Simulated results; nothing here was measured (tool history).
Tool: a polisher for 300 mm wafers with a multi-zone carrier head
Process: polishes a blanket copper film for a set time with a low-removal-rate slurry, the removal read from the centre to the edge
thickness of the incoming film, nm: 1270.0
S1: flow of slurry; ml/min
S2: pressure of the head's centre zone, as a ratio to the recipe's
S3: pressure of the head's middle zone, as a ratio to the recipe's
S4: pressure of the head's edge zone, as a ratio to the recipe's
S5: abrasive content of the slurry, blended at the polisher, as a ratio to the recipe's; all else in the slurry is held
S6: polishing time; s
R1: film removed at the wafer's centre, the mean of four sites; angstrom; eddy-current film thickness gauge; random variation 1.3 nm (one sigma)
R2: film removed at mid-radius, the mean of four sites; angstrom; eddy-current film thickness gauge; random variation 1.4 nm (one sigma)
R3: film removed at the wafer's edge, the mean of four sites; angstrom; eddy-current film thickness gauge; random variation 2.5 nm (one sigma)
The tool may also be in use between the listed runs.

{"run": 1, "hour": 0.0, "S1": 190, "S2": 1.0, "S3": 1.0, "S4": 1.0, "S5": 1.0, "S6": 87, "R1": 3191.0, "R2": 3129.2, "R3": 3031.2}
{"run": 2, "hour": 1.7, "S1": 185, "S2": 0.98, "S3": 0.97, "S4": 0.97, "S5": 0.9, "S6": 81, "R1": 2844.6, "R2": 2787.2, "R3": 2708.0}
{"run": 3, "hour": 7.5, "S1": 170, "S2": 0.98, "S3": 0.97, "S4": 0.97, "S5": 0.9, "S6": 81, "R1": 2780.3, "R2": 2721.1, "R3": 2688.6}
{"run": 4, "hour": 12.3, "S1": 165, "S2": 0.97, "S3": 0.94, "S4": 0.94, "S5": 0.8, "S6": 77, "R1": 2515.5, "R2": 2446.9, "R3": 2456.3}
{"run": 5, "hour": 19.0, "S1": 165, "S2": 0.96, "S3": 0.92, "S4": 0.91, "S5": 0.75, "S6": 74, "R1": 2391.1, "R2": 2282.9, "R3": 2294.9}
{"run": 6, "hour": 21.1, "S1": 165, "S2": 0.96, "S3": 0.92, "S4": 0.98, "S5": 0.75, "S6": 74, "R1": 2379.1, "R2": 2247.5, "R3": 2310.3}
{"run": 7, "hour": 24.5, "S1": 170, "S2": 0.95, "S3": 0.9, "S4": 0.96, "S5": 0.7, "S6": 72, "R1": 2266.8, "R2": 2103.0, "R3": 2216.9}
{"run": 8, "hour": 26.5, "S1": 170, "S2": 0.94, "S3": 0.89, "S4": 0.93, "S5": 0.65, "S6": 71, "R1": 2165.0, "R2": 2023.2, "R3": 2085.8}
{"run": 9, "hour": 31.2, "S1": 175, "S2": 0.92, "S3": 0.88, "S4": 0.91, "S5": 0.6, "S6": 71, "R1": 2099.2, "R2": 1972.2, "R3": 1988.6}

Run 10 comes next. What will it give?
{"run": 10, "hour": 39.5, "S1": 135, "S2": 0.86, "S3": 0.81, "S4": 0.87, "S5": 0.55, "S6": 71, "R1": "?", "R2": "?", "R3": "?"}

R1: 1838.1 angstrom
R2: 1705.4 angstrom
R3: 1870.7 angstrom
